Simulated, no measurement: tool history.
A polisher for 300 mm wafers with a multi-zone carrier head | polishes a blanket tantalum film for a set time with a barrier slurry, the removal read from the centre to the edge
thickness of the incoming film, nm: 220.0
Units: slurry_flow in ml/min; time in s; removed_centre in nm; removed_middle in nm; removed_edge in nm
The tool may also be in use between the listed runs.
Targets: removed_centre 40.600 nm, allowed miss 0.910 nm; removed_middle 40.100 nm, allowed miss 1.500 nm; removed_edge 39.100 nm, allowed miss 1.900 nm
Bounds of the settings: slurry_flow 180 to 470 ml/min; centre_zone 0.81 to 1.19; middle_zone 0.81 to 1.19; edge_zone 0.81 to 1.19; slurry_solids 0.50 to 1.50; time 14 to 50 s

run 1 hour=0.0 | slurry_flow=300 centre_zone=1.00 middle_zone=1.00 edge_zone=1.00 slurry_solids=1.00 time=32 | removed_centre=31.963 removed_middle=32.729 removed_edge=32.663
run 2 hour=6.0 | slurry_flow=300 centre_zone=1.09 middle_zone=1.00 edge_zone=1.00 slurry_solids=1.00 time=32 | removed_centre=34.427 removed_middle=31.799 removed_edge=32.431
run 3 hour=14.9 | slurry_flow=265 centre_zone=1.09 middle_zone=1.00 edge_zone=1.00 slurry_solids=1.00 time=32 | removed_centre=34.489 removed_middle=31.972 removed_edge=31.800
run 4 hour=18.2 | slurry_flow=275 centre_zone=1.10 middle_zone=1.02 edge_zone=1.02 slurry_solids=1.05 time=32 | removed_centre=35.001 removed_middle=32.635 removed_edge=32.657
run 5 hour=21.2 | slurry_flow=275 centre_zone=1.10 middle_zone=1.02 edge_zone=0.96 slurry_solids=1.05 time=32 | removed_centre=35.338 removed_middle=32.211 removed_edge=31.950
run 6 hour=29.6 | slurry_flow=285 centre_zone=1.11 middle_zone=1.04 edge_zone=0.99 slurry_solids=1.10 time=32 | removed_centre=36.189 removed_middle=33.447 removed_edge=32.859
run 7 hour=32.8 | slurry_flow=295 centre_zone=1.11 middle_zone=1.06 edge_zone=1.02 slurry_solids=1.15 time=32 | removed_centre=36.520 removed_middle=34.689 removed_edge=32.398
run 8 hour=33.7 | slurry_flow=295 centre_zone=1.09 middle_zone=1.05 edge_zone=1.03 slurry_solids=1.20 time=33 | removed_centre=37.362 removed_middle=36.399 removed_edge=35.219
run 9 hour=38.0 | slurry_flow=295 centre_zone=1.09 middle_zone=1.05 edge_zone=1.04 slurry_solids=1.25 time=33 | removed_centre=37.537 removed_middle=36.629 removed_edge=36.224
run 10 hour=45.4 | slurry_flow=300 centre_zone=1.10 middle_zone=1.06 edge_zone=1.05 slurry_solids=1.30 time=33 | removed_centre=38.264 removed_middle=36.429 removed_edge=36.080
run 11 hour=53.3 | slurry_flow=300 centre_zone=1.10 middle_zone=1.07 edge_zone=1.06 slurry_solids=1.35 time=33 | removed_centre=39.127 removed_middle=37.150 removed_edge=36.853
run 12 hour=55.7 | slurry_flow=305 centre_zone=1.10 middle_zone=1.08 edge_zone=1.07 slurry_solids=1.40 time=33 | removed_centre=39.525 removed_middle=37.788 removed_edge=36.893
run 13 hour=58.0 | slurry_flow=305 centre_zone=1.10 middle_zone=1.08 edge_zone=1.08 slurry_solids=1.40 time=33 | removed_centre=38.862 removed_middle=37.471 removed_edge=37.147
run 14 hour=65.4 | slurry_flow=310 centre_zone=1.10 middle_zone=1.08 edge_zone=1.08 slurry_solids=1.40 time=33 | removed_centre=38.713 removed_middle=37.683 removed_edge=36.091
run 15 hour=71.1 | slurry_flow=305 centre_zone=1.10 middle_zone=1.08 edge_zone=1.07 slurry_solids=1.40 time=33 | removed_centre=38.907 removed_middle=36.969 removed_edge=36.181
run 16 hour=76.7 | slurry_flow=305 centre_zone=1.10 middle_zone=1.09 edge_zone=1.08 slurry_solids=1.40 time=33 | removed_centre=38.401 removed_middle=38.588 removed_edge=35.837
run 17 hour=78.0 | slurry_flow=310 centre_zone=1.10 middle_zone=1.09 edge_zone=1.08 slurry_solids=1.40 time=33 | removed_centre=39.198 removed_middle=37.945 removed_edge=36.313

5 next moves are on the table. One of them brings every result within its allowed miss. Which?
run A hour=79.3 | slurry_flow=365 centre_zone=1.01 middle_zone=1.09 edge_zone=1.01 slurry_solids=1.40 time=35 | removed_centre=? removed_middle=? removed_edge=?
run B hour=79.3 | slurry_flow=310 centre_zone=1.04 middle_zone=1.16 edge_zone=1.08 slurry_solids=1.40 time=36 | removed_centre=? removed_middle=? removed_edge=?
run C hour=79.3 | slurry_flow=305 centre_zone=1.10 middle_zone=1.15 edge_zone=1.07 slurry_solids=1.30 time=33 | removed_centre=? removed_middle=? removed_edge=?
run D hour=79.3 | slurry_flow=370 centre_zone=1.04 middle_zone=1.11 edge_zone=1.18 slurry_solids=1.40 time=34 | removed_centre=? removed_middle=? removed_edge=?
run E hour=79.3 | slurry_flow=335 centre_zone=1.06 middle_zone=1.05 edge_zone=1.11 slurry_solids=1.25 time=36 | removed_centre=? removed_middle=? removed_edge=?

move=A removed_centre=38.576 removed_middle=41.251 removed_edge=38.414
move=B removed_centre=40.465 removed_middle=44.059 removed_edge=40.035
move=C removed_centre=38.619 removed_middle=39.472 removed_edge=36.020
move=D removed_centre=38.632 removed_middle=40.644 removed_edge=39.263
move=E removed_centre=40.472 removed_middle=40.101 removed_edge=39.650
A: further off than the last run
B: brings the result that was furthest off to its target, and leaves another outside
C: further off than the last run
D: further off than the last run
E: meets every target
The right move is E.
